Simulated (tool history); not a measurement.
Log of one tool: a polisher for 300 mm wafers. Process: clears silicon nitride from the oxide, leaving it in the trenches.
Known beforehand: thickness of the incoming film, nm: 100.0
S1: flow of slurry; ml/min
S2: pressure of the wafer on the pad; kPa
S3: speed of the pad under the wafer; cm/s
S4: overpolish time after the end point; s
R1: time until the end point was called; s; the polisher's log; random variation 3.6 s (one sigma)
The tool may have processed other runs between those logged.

Run 1, hour 0: S1 170 ml/min, S2 15.2 kPa, S3 102 cm/s, S4 5 s. Result: R1 147.61 s.
Run 2, hour 8.5: S1 170 ml/min, S2 15.2 kPa, S3 84 cm/s, S4 5 s. Result: R1 177.44 s.
Run 3, hour 11.2: S1 170 ml/min, S2 15.2 kPa, S3 94 cm/s, S4 5 s. Result: R1 155.69 s.
Run 4, hour 17.6: S1 170 ml/min, S2 13.8 kPa, S3 94 cm/s, S4 5 s. Result: R1 172.09 s.
Run 5, hour 19.6: S1 170 ml/min, S2 12.4 kPa, S3 94 cm/s, S4 5 s. Result: R1 192.72 s.
Run 6, hour 26.8: S1 170 ml/min, S2 11.7 kPa, S3 94 cm/s, S4 5 s. Result: R1 203.42 s.
Run 7, hour 33.6: S1 170 ml/min, S2 11 kPa, S3 94 cm/s, S4 5 s. Result: R1 219.8 s.
Run 8, hour 39.1: S1 170 ml/min, S2 10.3 kPa, S3 94 cm/s, S4 5 s. Result: R1 225.77 s.

Run 9 comes next. What will it give?
Run 9, hour 41.8: S1 170 ml/min, S2 9.7 kPa, S3 94 cm/s, S4 5 s. Result: R1 ?.

Run 9 measured R1 245.52 s.
